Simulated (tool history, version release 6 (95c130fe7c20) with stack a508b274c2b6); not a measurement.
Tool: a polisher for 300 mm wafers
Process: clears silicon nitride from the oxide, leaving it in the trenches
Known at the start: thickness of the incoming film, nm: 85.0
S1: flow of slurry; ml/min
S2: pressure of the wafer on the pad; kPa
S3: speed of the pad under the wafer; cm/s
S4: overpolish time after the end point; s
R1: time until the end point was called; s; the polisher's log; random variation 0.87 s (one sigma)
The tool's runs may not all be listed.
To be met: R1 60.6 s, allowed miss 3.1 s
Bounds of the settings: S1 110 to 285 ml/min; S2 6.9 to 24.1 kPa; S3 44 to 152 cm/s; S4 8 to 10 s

| run | hour | S1 | S2 | S3 | S4 | R1 |
|---|---|---|---|---|---|---|
| 1 | 0 | 180 | 15.2 | 98 | 10 | 101.62 |
| 2 | 4 | 180 | 16.5 | 98 | 10 | 88.611 |
| 3 | 7.2 | 180 | 16.5 | 98 | 10 | 88.418 |
| 4 | 9.9 | 180 | 17.2 | 98 | 10 | 87.609 |
| 5 | 12.1 | 180 | 18.6 | 98 | 10 | 81.511 |
| 6 | 14.6 | 180 | 19.3 | 98 | 10 | 79.973 |
| 7 | 15.9 | 180 | 19.3 | 98 | 10 | 79.538 |
| 8 | 22.5 | 180 | 20 | 98 | 10 | 77.77 |
| 9 | 29.8 | 180 | 20.7 | 100 | 10 | 70.521 |
| 10 | 35.4 | 180 | 21.4 | 100 | 10 | 68.227 |
| 11 | 43.2 | 180 | 22.1 | 100 | 10 | 68.262 |
| 12 | 44.4 | 180 | 22.8 | 100 | 10 | 65.044 |
| 13 | 52.1 | 180 | 23.4 | 100 | 10 | 63.357 |

4 next moves are on the table. One of them brings every result within its allowed miss. Which?
| A | 59.8 | 115 | 22.1 | 102 | 10 | ? |
| B | 59.8 | 150 | 20 | 102 | 8 | ? |
| C | 59.8 | 155 | 24.1 | 88 | 10 | ? |
| D | 59.8 | 180 | 22.1 | 112 | 9 | ? |

| move | R1 |
|---|---|
| A | 69.616 |
| B | 74.521 |
| C | 71.503 |
| D | 60.812 |
A: further off than the last run
B: further off than the last run
C: further off than the last run
D: meets every target
The right move is D.
